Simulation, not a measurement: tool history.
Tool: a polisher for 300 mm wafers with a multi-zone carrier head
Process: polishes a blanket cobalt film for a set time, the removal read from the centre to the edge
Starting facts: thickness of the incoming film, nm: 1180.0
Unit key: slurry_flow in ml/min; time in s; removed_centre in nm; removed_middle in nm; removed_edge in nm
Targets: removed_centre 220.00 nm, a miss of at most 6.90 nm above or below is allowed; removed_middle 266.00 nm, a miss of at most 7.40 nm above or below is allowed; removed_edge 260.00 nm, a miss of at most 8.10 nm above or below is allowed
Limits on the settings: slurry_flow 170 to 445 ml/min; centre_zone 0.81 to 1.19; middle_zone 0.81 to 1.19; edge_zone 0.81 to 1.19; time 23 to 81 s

run	hour	slurry_flow	centre_zone	middle_zone	edge_zone	time	removed_centre	removed_middle	removed_edge
1	0.0	285	1.00	1.00	1.00	52	285.94	276.05	285.05
2	3.5	285	1.00	1.00	1.08	52	281.34	276.61	295.52
3	5.1	275	0.94	1.01	1.04	51	257.85	271.52	283.89
4	10.9	275	0.94	0.96	1.04	51	260.75	259.68	286.84
5	18.4	275	0.94	0.96	1.12	51	257.49	260.58	291.81
6	24.1	270	0.91	1.00	1.08	50	246.46	267.18	284.28
7	30.3	265	0.89	1.02	1.04	49	237.10	260.11	270.25
8	34.0	240	0.82	1.10	1.01	49	214.39	274.69	266.15

Pick the move, out of 5, that brings all results within their allowed miss; only one does.
A	37.7	170	0.85	1.18	1.08	52	?	?	?
B	37.7	280	0.86	1.09	1.00	47	?	?	?
C	37.7	275	0.84	1.15	1.11	44	?	?	?
D	37.7	305	0.81	1.05	1.06	49	?	?	?
E	37.7	220	0.82	1.19	0.97	49	?	?	?

move	removed_centre	removed_middle	removed_edge
A	224.61	292.16	280.33
B	223.23	267.25	259.56
C	203.70	260.56	253.56
D	221.24	273.05	279.45
E	214.46	289.82	260.74
A: lands further from the targets than the last run did
B: all results land within tolerance of their targets
C: meets the target for the result that was furthest off, but another lies outside its allowed miss
D: meets the target for the result that was furthest off, but another lies outside its allowed miss
E: lands further from the targets than the last run did
Answer: B
